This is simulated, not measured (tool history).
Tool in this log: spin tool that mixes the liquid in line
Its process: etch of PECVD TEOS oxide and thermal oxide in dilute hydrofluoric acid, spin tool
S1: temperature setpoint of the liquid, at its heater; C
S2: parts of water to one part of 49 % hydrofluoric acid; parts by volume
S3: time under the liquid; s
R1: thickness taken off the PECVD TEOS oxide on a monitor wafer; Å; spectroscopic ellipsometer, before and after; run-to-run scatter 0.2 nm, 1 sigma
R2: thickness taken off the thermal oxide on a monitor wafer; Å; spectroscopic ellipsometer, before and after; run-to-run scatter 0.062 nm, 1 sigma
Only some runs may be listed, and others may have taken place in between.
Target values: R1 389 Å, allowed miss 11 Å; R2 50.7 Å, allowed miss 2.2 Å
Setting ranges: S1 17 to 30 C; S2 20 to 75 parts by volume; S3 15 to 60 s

{"run": 1, "hour": 0.0, "S1": 22, "S2": 45, "S3": 30, "R1": 208.73, "R2": 27.021}
{"run": 2, "hour": 7.2, "S1": 23, "S2": 45, "S3": 30, "R1": 216.62, "R2": 28.29}
{"run": 3, "hour": 12.6, "S1": 24, "S2": 45, "S3": 30, "R1": 226.82, "R2": 29.072}
{"run": 4, "hour": 13.4, "S1": 21, "S2": 45, "S3": 30, "R1": 200.12, "R2": 25.825}
{"run": 5, "hour": 14.5, "S1": 21, "S2": 60, "S3": 30, "R1": 146.93, "R2": 19.667}
{"run": 6, "hour": 20.7, "S1": 21, "S2": 60, "S3": 35, "R1": 172.51, "R2": 22.795}
{"run": 7, "hour": 28.6, "S1": 21, "S2": 60, "S3": 35, "R1": 170.69, "R2": 22.191}
{"run": 8, "hour": 32.9, "S1": 22.5, "S2": 55, "S3": 35, "R1": 199.64, "R2": 26.23}
{"run": 9, "hour": 36.6, "S1": 26.5, "S2": 40, "S3": 35, "R1": 332.56, "R2": 42.948}
{"run": 10, "hour": 41.8, "S1": 27, "S2": 40, "S3": 35, "R1": 338.49, "R2": 44.524}
{"run": 11, "hour": 45.3, "S1": 27.5, "S2": 40, "S3": 35, "R1": 344.93, "R2": 45.188}
{"run": 12, "hour": 52.4, "S1": 28, "S2": 40, "S3": 35, "R1": 352.26, "R2": 46.23}
{"run": 13, "hour": 56.1, "S1": 28.5, "S2": 40, "S3": 35, "R1": 360.49, "R2": 46.581}
{"run": 14, "hour": 62.0, "S1": 29, "S2": 40, "S3": 35, "R1": 362.68, "R2": 47.449}
{"run": 15, "hour": 70.4, "S1": 29.5, "S2": 40, "S3": 35, "R1": 374.99, "R2": 49.38}

Exactly one of the 4 candidate moves below puts every result within its allowed miss. Which one?
{"run": "A", "hour": 78.8, "S1": 26.5, "S2": 25, "S3": 25, "R1": "?", "R2": "?"}
{"run": "B", "hour": 78.8, "S1": 25, "S2": 20, "S3": 20, "R1": "?", "R2": "?"}
{"run": "C", "hour": 78.8, "S1": 29, "S2": 30, "S3": 30, "R1": "?", "R2": "?"}
{"run": "D", "hour": 78.8, "S1": 30, "S2": 55, "S3": 55, "R1": "?", "R2": "?"}

move=A R1=385.69 R2=51.114
move=B R1=364.96 R2=48.367
move=C R1=423.92 R2=56.181
move=D R1=424.48 R2=56.255
A: every result lands within tolerance
B: further off than the last run
C: takes the result that was furthest off past its target
D: takes the result that was furthest off past its target
Answer: A

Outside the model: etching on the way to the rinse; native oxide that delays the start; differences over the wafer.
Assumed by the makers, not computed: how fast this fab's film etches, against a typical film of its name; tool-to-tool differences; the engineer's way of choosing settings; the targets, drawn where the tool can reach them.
